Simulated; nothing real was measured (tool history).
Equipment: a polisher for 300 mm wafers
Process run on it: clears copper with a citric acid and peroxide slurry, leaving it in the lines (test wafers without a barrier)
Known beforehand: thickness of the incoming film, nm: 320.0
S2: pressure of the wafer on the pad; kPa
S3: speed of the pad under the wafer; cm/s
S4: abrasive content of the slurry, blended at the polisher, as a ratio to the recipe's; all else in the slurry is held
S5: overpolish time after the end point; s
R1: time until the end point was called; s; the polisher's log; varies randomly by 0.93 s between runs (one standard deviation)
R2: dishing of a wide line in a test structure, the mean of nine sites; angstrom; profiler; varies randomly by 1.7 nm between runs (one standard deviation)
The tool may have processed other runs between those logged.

run 1 hour=0.0 | flow_of_slurry_(ml/min)=195 S2=19.3 S3=92 S4=1.0 S5=28 | R1=154.49 R2=377.01
run 2 hour=4.4 | flow_of_slurry_(ml/min)=195 S2=20.7 S3=92 S4=1.0 S5=29 | R1=143.63 R2=414.24
run 3 hour=5.3 | flow_of_slurry_(ml/min)=195 S2=22.1 S3=92 S4=1.0 S5=30 | R1=137.25 R2=449.82
run 4 hour=14.2 | flow_of_slurry_(ml/min)=195 S2=22.1 S3=92 S4=1.0 S5=21 | R1=135.78 R2=320.88
run 5 hour=18.0 | flow_of_slurry_(ml/min)=195 S2=22.1 S3=92 S4=1.0 S5=12 | R1=135.60 R2=201.13
run 6 hour=23.3 | flow_of_slurry_(ml/min)=235 S2=22.1 S3=92 S4=1.0 S5=12 | R1=135.44 R2=213.93
run 7 hour=28.5 | flow_of_slurry_(ml/min)=235 S2=23.4 S3=92 S4=1.0 S5=16 | R1=126.35 R2=280.75
run 8 hour=29.2 | flow_of_slurry_(ml/min)=235 S2=23.4 S3=92 S4=1.0 S5=16 | R1=124.21 R2=295.55

Run 9 has not been measured yet. What should we expect?
run 9 hour=32.0 | flow_of_slurry_(ml/min)=225 S2=29.0 S3=92 S4=1.0 S5=30 | R1=? R2=?

R1: 101.74 s
R2: 604.58 angstrom
